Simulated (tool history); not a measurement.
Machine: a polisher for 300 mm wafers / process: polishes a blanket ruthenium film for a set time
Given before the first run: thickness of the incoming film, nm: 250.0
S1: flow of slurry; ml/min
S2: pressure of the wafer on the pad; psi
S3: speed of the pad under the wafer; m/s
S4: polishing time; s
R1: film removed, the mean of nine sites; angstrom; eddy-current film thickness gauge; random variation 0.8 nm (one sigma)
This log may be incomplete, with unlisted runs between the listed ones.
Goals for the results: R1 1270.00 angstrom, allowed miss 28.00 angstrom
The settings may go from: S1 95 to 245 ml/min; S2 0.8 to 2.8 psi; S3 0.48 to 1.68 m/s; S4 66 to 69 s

{"run": 1, "day": 0.0, "S1": 155, "S2": 1.8, "S3": 1.08, "S4": 66, "R1": 833.86}
{"run": 2, "day": 0.217, "S1": 160, "S2": 1.9, "S3": 1.08, "S4": 66, "R1": 885.91}
{"run": 3, "day": 0.579, "S1": 160, "S2": 1.9, "S3": 1.08, "S4": 69, "R1": 912.23}
{"run": 4, "day": 0.829, "S1": 140, "S2": 1.9, "S3": 1.08, "S4": 69, "R1": 891.92}
{"run": 5, "day": 1.15, "S1": 140, "S2": 1.5, "S3": 1.08, "S4": 69, "R1": 707.4}
{"run": 6, "day": 1.346, "S1": 150, "S2": 1.6, "S3": 1.08, "S4": 69, "R1": 777.52}
{"run": 7, "day": 1.408, "S1": 160, "S2": 1.7, "S3": 1.08, "S4": 69, "R1": 827.13}
{"run": 8, "day": 1.604, "S1": 160, "S2": 1.7, "S3": 1.08, "S4": 69, "R1": 819.44}
{"run": 9, "day": 1.942, "S1": 165, "S2": 1.8, "S3": 1.08, "S4": 69, "R1": 868.05}
{"run": 10, "day": 2.212, "S1": 170, "S2": 1.9, "S3": 1.08, "S4": 69, "R1": 920.68}
{"run": 11, "day": 2.396, "S1": 175, "S2": 2.0, "S3": 1.08, "S4": 69, "R1": 974.02}
{"run": 12, "day": 2.717, "S1": 180, "S2": 2.1, "S3": 1.08, "S4": 69, "R1": 1030.8}
{"run": 13, "day": 2.775, "S1": 185, "S2": 2.1, "S3": 1.08, "S4": 69, "R1": 1038.8}
{"run": 14, "day": 2.888, "S1": 190, "S2": 2.1, "S3": 1.08, "S4": 69, "R1": 1038.6}
{"run": 15, "day": 2.917, "S1": 195, "S2": 2.3, "S3": 1.08, "S4": 69, "R1": 1134.5}
{"run": 16, "day": 2.95, "S1": 200, "S2": 2.4, "S3": 1.08, "S4": 69, "R1": 1180.8}

Which one of the following 5 next-run settings gets every result inside its allowed miss? There is exactly one.
{"run": "A", "day": 2.983, "S1": 195, "S2": 2.5, "S3": 0.98, "S4": 69, "R1": "?"}
{"run": "B", "day": 2.983, "S1": 225, "S2": 2.5, "S3": 0.98, "S4": 68, "R1": "?"}
{"run": "C", "day": 2.983, "S1": 210, "S2": 2.6, "S3": 1.1, "S4": 67, "R1": "?"}
{"run": "D", "day": 2.983, "S1": 205, "S2": 2.5, "S3": 0.94, "S4": 66, "R1": "?"}
{"run": "E", "day": 2.983, "S1": 205, "S2": 2.5, "S3": 1.04, "S4": 66, "R1": "?"}

move=A R1=1127.90
move=B R1=1132.80
move=C R1=1285.80
move=D R1=1043.50
move=E R1=1150.70
A: the biggest miss grows against the last run
B: the biggest miss grows against the last run
C: all results in spec
D: the biggest miss grows against the last run
E: the biggest miss grows against the last run
The right move is C.
